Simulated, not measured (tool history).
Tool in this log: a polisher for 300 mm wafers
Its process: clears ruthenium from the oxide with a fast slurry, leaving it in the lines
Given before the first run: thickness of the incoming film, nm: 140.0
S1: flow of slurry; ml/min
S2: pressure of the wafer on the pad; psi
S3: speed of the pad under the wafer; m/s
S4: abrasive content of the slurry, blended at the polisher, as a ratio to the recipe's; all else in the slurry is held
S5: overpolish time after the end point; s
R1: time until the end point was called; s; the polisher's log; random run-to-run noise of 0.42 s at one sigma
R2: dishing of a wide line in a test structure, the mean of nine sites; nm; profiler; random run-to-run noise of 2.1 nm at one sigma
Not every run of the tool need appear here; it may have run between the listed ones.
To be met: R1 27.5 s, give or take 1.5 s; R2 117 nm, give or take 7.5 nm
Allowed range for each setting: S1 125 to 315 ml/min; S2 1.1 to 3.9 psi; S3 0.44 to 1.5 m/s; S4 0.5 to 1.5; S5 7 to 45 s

| run | hour | S1 | S2 | S3 | S4 | S5 | R1 | R2 |
|---|---|---|---|---|---|---|---|---|
| 1 | 0 | 205 | 2.5 | 0.96 | 1 | 23 | 45.385 | 51.961 |
| 2 | 0.9 | 205 | 2 | 0.96 | 1 | 23 | 54.854 | 42.636 |
| 3 | 8.1 | 205 | 2.4 | 0.98 | 1 | 25 | 47.09 | 55.141 |
| 4 | 13 | 205 | 2.4 | 0.98 | 1 | 30 | 45.134 | 63.313 |
| 5 | 15.4 | 205 | 2.7 | 0.98 | 1 | 31 | 41.803 | 69.646 |
| 6 | 24.3 | 205 | 2.7 | 0.98 | 0.9 | 31 | 45.815 | 66.48 |
| 7 | 30.5 | 205 | 3 | 1.02 | 0.9 | 32 | 40.105 | 76.306 |
| 8 | 31.8 | 205 | 3.7 | 1.12 | 0.9 | 36 | 30.435 | 102.09 |
| 9 | 34.8 | 205 | 3.7 | 1.12 | 0.9 | 36 | 28.938 | 103.88 |
| 10 | 39.4 | 205 | 3.7 | 1.12 | 0.9 | 37 | 29.689 | 105.46 |
| 11 | 41.4 | 205 | 3.8 | 1.12 | 0.9 | 37 | 29.476 | 107.2 |
| 12 | 45.6 | 205 | 3.8 | 1.14 | 0.9 | 37 | 28.97 | 107.41 |

4 candidate next runs follow, results not yet known. Just one meets every target within its allowed miss. Identify it.
| A | 49.8 | 135 | 3.7 | 1.38 | 0.85 | 45 | ? | ? |
| B | 49.8 | 125 | 3.7 | 1.16 | 0.9 | 38 | ? | ? |
| C | 49.8 | 250 | 3.9 | 1.44 | 0.7 | 39 | ? | ? |
| D | 49.8 | 310 | 3.2 | 1.14 | 0.9 | 45 | ? | ? |

| move | R1 | R2 |
|---|---|---|
| A | 27.371 | 129.84 |
| B | 31.316 | 105.05 |
| C | 28.168 | 115.52 |
| D | 32.43 | 115.7 |
A: moves the result that the last run missed by most past its target, out the other side
B: moves away from the targets compared with the last run
C: hits every target within its allowed miss
D: corrects the largest miss of the last run, while another result sits out of spec
Move C is the one to make.
